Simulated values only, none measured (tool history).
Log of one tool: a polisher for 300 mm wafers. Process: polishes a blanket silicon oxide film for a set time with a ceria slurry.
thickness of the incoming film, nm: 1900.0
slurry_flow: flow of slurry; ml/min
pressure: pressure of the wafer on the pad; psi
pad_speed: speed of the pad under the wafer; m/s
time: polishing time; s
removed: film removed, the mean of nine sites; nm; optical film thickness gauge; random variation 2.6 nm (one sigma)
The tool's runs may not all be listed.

| run | day | slurry_flow | pressure | pad_speed | time | removed |
|---|---|---|---|---|---|---|
| 1 | 0 | 210 | 3.3 | 1.36 | 71 | 319.79 |
| 2 | 0.221 | 210 | 3.2 | 1.36 | 71 | 316.22 |
| 3 | 0.433 | 210 | 3.2 | 1.58 | 71 | 361 |
| 4 | 0.767 | 210 | 3 | 1.58 | 71 | 340.66 |
| 5 | 0.9 | 210 | 2.8 | 1.58 | 71 | 319.62 |
|  | 1.004 | head pressure recalibrated |
| 6 | 1.004 | 210 | 2.7 | 1.58 | 71 | 342.61 |
| 7 | 1.117 | 210 | 2.5 | 1.52 | 71 | 308.33 |

Forecast run 8:
| 8 | 1.483 | 210 | 2.3 | 1.52 | 71 | ? |

removed: 286.83 nm
